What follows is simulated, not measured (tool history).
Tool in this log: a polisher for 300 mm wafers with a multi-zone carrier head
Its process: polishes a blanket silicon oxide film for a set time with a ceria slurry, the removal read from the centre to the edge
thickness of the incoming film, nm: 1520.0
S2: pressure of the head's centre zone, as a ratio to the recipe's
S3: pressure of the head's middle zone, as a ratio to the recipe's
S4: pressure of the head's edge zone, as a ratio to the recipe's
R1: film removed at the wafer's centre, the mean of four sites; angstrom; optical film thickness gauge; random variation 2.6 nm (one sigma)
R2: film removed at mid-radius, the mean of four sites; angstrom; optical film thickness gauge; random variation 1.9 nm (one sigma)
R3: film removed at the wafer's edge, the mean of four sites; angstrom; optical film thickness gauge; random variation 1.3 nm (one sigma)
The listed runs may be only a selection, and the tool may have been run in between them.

Run 1, hour 0: flow of slurry (ml/min) 310, S2 1, S3 1, S4 1, polishing time (s) 41. Result: R1 2114 angstrom, R2 2051.3 angstrom, R3 2012.5 angstrom.
Run 2, hour 8: flow of slurry (ml/min) 305, S2 0.98, S3 0.95, S4 0.97, polishing time (s) 40. Result: R1 1968.6 angstrom, R2 1890.9 angstrom, R3 1922.9 angstrom.
Run 3, hour 11.3: flow of slurry (ml/min) 305, S2 0.98, S3 0.95, S4 0.94, polishing time (s) 40. Result: R1 1918.2 angstrom, R2 1920.9 angstrom, R3 1926.2 angstrom.
Run 4, hour 15.9: flow of slurry (ml/min) 305, S2 0.98, S3 0.95, S4 0.94, polishing time (s) 34. Result: R1 1662.3 angstrom, R2 1611.7 angstrom, R3 1613 angstrom.
Run 5, hour 23.7: flow of slurry (ml/min) 305, S2 1.01, S3 0.95, S4 0.94, polishing time (s) 34. Result: R1 1694.5 angstrom, R2 1606.9 angstrom, R3 1612.1 angstrom.
Run 6, hour 25.1: flow of slurry (ml/min) 305, S2 0.94, S3 0.95, S4 0.94, polishing time (s) 34. Result: R1 1594.3 angstrom, R2 1609.6 angstrom, R3 1621.4 angstrom.
Run 7, hour 26.6: flow of slurry (ml/min) 315, S2 0.96, S3 0.94, S4 0.97, polishing time (s) 34. Result: R1 1630.2 angstrom, R2 1607.1 angstrom, R3 1649.3 angstrom.

Run 8, settings as shown, results not yet in. Your forecast:
Run 8, hour 33: flow of slurry (ml/min) 315, S2 0.96, S3 0.94, S4 0.97, polishing time (s) 34. Result: R1 ?, R2 ?, R3 ?.

{"run 8": {"R1": 1650.7, "R2": 1578.6, "R3": 1654.3}}
